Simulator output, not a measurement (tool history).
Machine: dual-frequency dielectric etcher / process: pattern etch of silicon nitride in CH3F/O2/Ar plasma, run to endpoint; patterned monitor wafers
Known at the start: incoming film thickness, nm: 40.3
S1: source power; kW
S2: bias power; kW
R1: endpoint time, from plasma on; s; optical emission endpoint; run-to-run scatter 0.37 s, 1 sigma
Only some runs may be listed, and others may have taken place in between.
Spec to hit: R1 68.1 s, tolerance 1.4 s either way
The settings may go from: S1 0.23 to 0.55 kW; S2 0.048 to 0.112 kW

| run | hour | S1 | S2 | R1 |
|---|---|---|---|---|
| 1 | 0 | 0.39 | 0.08 | 55.219 |
| 2 | 8.9 | 0.36 | 0.077 | 57.768 |
| 3 | 16.5 | 0.29 | 0.077 | 62.497 |
| 4 | 23.8 | 0.28 | 0.076 | 63.761 |
| 5 | 27.4 | 0.28 | 0.087 | 60.506 |
| 6 | 31.6 | 0.31 | 0.087 | 57.956 |
| 7 | 36.9 | 0.29 | 0.084 | 60.533 |
| 8 | 41 | 0.28 | 0.082 | 61.619 |
| 9 | 41.9 | 0.27 | 0.08 | 63.132 |

Of the 4 settings listed for the next run, only one would bring every result within its allowed miss of target. Which one?
| A | 42.8 | 0.24 | 0.07 | ? |
| B | 42.8 | 0.23 | 0.069 | ? |
| C | 42.8 | 0.31 | 0.088 | ? |
| D | 42.8 | 0.24 | 0.075 | ? |

| move | R1 |
|---|---|
| A | 70.757 |
| B | 72.32 |
| C | 58.433 |
| D | 68.701 |
A: takes the result that was furthest off past its target
B: takes the result that was furthest off past its target
C: misses by more than the last run did
D: each result inside its tolerance
Correct choice: D, which meets every target
